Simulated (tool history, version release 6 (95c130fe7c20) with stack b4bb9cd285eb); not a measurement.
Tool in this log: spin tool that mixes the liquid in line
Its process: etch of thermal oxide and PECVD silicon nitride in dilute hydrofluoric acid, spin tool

run  hour  temperature setpoint of the liquid (°C)  parts of water to one part of 49 % hydrofluoric acid (parts by volume)  time under the liquid (s)  thickness taken off the thermal oxide on a monitor wafer (angstrom)  thickness taken off the PECVD silicon nitride on a monitor wafer (angstrom)
  1     0                                       21                                                                     160                        180                                                               44.135                                                                       28.421
  2   1.4                                     23.5                                                                     160                        180                                                               47.944                                                                       32.375
  3   3.3                                     23.5                                                                     135                        175                                                               56.729                                                                       37.202
  4     5                                     26.5                                                                     135                        175                                                               64.307                                                                       46.435
  5   8.1                                     25.5                                                                     120                        170                                                               68.638                                                                       46.323
  6  11.1                                     27.5                                                                     120                        170                                                               73.842                                                                       53.558
  7  17.1                                     23.5                                                                      65                        160                                                               119.41                                                                       70.952
  8  23.6                                       23                                                                      75                        160                                                               99.196                                                                       61.545

Run 9 comes next. What will it give?
  9  27.6                                       19                                                                      70                        160                                                                    ?                                                                            ?

thickness taken off the thermal oxide on a monitor wafer (angstrom): 91.624
thickness taken off the PECVD silicon nitride on a monitor wafer (angstrom): 48.48
